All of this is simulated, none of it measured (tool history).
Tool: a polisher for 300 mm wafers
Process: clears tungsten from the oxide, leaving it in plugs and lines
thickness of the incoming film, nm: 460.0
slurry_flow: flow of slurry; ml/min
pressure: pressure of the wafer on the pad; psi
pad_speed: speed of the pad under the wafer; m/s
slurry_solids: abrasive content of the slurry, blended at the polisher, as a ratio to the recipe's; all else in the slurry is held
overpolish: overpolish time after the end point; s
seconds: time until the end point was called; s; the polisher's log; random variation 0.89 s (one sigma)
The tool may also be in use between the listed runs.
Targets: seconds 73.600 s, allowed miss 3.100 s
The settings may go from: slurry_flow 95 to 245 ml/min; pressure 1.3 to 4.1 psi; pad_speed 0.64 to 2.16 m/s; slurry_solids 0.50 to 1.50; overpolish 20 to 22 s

run 1 hour=0.0 | slurry_flow=155 pressure=2.7 pad_speed=1.40 slurry_solids=1.00 overpolish=20 | seconds=87.536
run 2 hour=4.4 | slurry_flow=155 pressure=2.8 pad_speed=1.40 slurry_solids=1.00 overpolish=20 | seconds=83.699
run 3 hour=8.8 | slurry_flow=155 pressure=2.4 pad_speed=1.40 slurry_solids=1.00 overpolish=20 | seconds=97.027
run 4 hour=15.7 | slurry_flow=155 pressure=2.5 pad_speed=1.40 slurry_solids=1.00 overpolish=20 | seconds=92.673
run 5 hour=23.3 | slurry_flow=140 pressure=2.5 pad_speed=1.40 slurry_solids=1.00 overpolish=20 | seconds=94.565
run 6 hour=30.8 | slurry_flow=140 pressure=2.6 pad_speed=1.40 slurry_solids=1.00 overpolish=20 | seconds=93.111
run 7 hour=34.3 | slurry_flow=150 pressure=2.7 pad_speed=1.40 slurry_solids=1.00 overpolish=20 | seconds=87.194
run 8 hour=40.4 | slurry_flow=155 pressure=2.8 pad_speed=1.40 slurry_solids=1.00 overpolish=20 | seconds=83.172
run 9 hour=44.1 | slurry_flow=160 pressure=2.8 pad_speed=1.40 slurry_solids=1.00 overpolish=20 | seconds=83.661
run 10 hour=50.9 | slurry_flow=165 pressure=3.0 pad_speed=1.40 slurry_solids=1.00 overpolish=20 | seconds=79.711

Which of these 4 next moves meets every target?
run A hour=57.7 | slurry_flow=170 pressure=3.0 pad_speed=1.36 slurry_solids=1.05 overpolish=20 | seconds=?
run B hour=57.7 | slurry_flow=165 pressure=3.3 pad_speed=1.42 slurry_solids=0.75 overpolish=20 | seconds=?
run C hour=57.7 | slurry_flow=165 pressure=3.2 pad_speed=1.20 slurry_solids=1.05 overpolish=22 | seconds=?
run D hour=57.7 | slurry_flow=150 pressure=2.7 pad_speed=1.38 slurry_solids=1.05 overpolish=21 | seconds=?

move=A seconds=79.090
move=B seconds=73.641
move=C seconds=84.253
move=D seconds=88.323
A: nearer than the last run, and not there yet
B: meets every target
C: further off than the last run
D: further off than the last run
Answer: B
